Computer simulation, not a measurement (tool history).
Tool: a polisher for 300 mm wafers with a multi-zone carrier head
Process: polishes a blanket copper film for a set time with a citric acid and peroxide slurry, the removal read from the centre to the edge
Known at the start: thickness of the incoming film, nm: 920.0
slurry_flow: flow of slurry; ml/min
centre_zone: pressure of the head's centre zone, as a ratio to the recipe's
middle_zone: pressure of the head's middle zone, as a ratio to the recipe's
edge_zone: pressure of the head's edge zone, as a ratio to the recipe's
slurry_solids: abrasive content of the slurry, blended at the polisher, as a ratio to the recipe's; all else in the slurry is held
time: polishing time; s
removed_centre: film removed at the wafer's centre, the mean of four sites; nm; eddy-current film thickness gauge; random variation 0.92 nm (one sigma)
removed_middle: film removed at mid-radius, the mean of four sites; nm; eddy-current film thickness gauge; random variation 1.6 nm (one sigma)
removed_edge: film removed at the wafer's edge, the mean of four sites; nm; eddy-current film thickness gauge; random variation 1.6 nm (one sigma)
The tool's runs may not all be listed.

run	day	slurry_flow	centre_zone	middle_zone	edge_zone	slurry_solids	time	removed_centre	removed_middle	removed_edge
1	0.000	310	1.00	1.00	1.00	1.00	65	120.51	111.89	113.73
2	0.158	310	1.00	1.00	1.00	0.90	65	119.81	109.19	111.99
3	0.433	310	1.00	1.08	1.00	0.90	65	119.85	118.69	110.22
4	0.804	310	0.95	1.08	1.00	0.90	65	114.39	116.83	112.40
5	0.892	260	0.95	1.08	1.00	0.90	65	110.69	117.58	107.93
6	1.004	295	0.96	1.09	1.04	1.05	66	119.07	121.12	117.11
7	1.312	300	0.95	1.11	1.06	1.15	68	121.93	131.88	122.28
8	1.400	325	0.95	1.11	1.09	1.25	69	126.43	132.19	131.73
9	1.525	335	0.96	1.12	1.10	1.30	70	130.92	139.72	134.71
10	1.679	350	0.97	1.12	1.12	1.35	70	132.51	140.41	134.32
11	1.929	350	0.97	1.11	1.13	1.40	71	135.75	141.80	141.87
12	2.117	350	0.97	1.11	1.14	1.40	71	135.79	139.44	141.45

Run 13 comes next. What will it give?
# day 2.229: centre zone pressure recalibrated
13	2.229	355	0.97	1.12	1.15	1.40	71	?	?	?

Run 13 gave removed_centre 123.05 nm, removed_middle 144.12 nm, removed_edge 141.52 nm.
